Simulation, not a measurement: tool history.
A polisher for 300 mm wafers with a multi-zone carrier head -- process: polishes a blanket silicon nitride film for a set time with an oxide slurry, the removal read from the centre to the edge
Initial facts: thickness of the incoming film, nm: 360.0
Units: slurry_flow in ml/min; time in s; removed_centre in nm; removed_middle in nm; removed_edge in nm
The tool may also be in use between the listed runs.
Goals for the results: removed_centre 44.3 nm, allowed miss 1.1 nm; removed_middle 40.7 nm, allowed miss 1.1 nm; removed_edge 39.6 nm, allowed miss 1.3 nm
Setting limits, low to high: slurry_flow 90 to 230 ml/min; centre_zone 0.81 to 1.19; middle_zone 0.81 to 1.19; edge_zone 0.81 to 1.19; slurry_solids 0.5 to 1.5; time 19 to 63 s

run,hour,slurry_flow,centre_zone,middle_zone,edge_zone,slurry_solids,time,removed_centre,removed_middle,removed_edge
1,0,150,1,1,1,1,41,29.443,28.613,28.381
2,1.7,150,0.97,1,1,1,41,28.187,28.902,28.488
3,6.3,150,0.92,1,1,1,41,26.936,28.538,28.597
4,14.2,150,0.87,1,1,1,41,25.727,28.695,28.49
5,19.1,165,0.94,1.02,1.04,1.1,41,30.152,31.156,31.039
6,25.8,175,0.97,1.04,1.07,1.15,41,31.815,32.64,32.109
7,26.5,180,1,1.05,1.09,1.25,41,33.839,34.578,33.74
8,35.3,190,1.03,1.05,1.11,1.3,41,36.282,35.526,34.666
9,36.3,195,1.05,1.05,1.12,1.35,41,37.968,36.389,36.216
10,44.4,200,1.07,1.06,1.13,1.4,41,39.662,37.156,36.762
11,50.8,205,1.08,1.07,1.14,1.45,41,40.372,38.667,37.432

Of the 5 settings listed for the next run, only one would bring every result within its allowed miss of target. Which one?
A,57.2,205,1.19,1.09,1.15,1.5,40,?,?,?
B,57.2,190,0.98,1.07,1.1,1.5,47,?,?,?
C,57.2,210,1.1,1.07,1.12,1.5,43,?,?,?
D,57.2,200,1.07,1.18,1.1,1.5,42,?,?,?
E,57.2,185,1.11,1,1.16,1.35,48,?,?,?

move,removed_centre,removed_middle,removed_edge
A,44.572,38.462,36.807
B,42.513,44.028,42.022
C,44.432,40.86,39.196
D,41.906,43.111,37.715
E,46.877,40.442,42.017
A: brings the result that was furthest off to its target, and leaves another outside
B: gains on the last run, yet a result remains outside its allowed miss
C: every result lands within tolerance
D: gains on the last run, yet a result remains outside its allowed miss
E: carries the result that was furthest off beyond its target, to the other side
C meets every target.
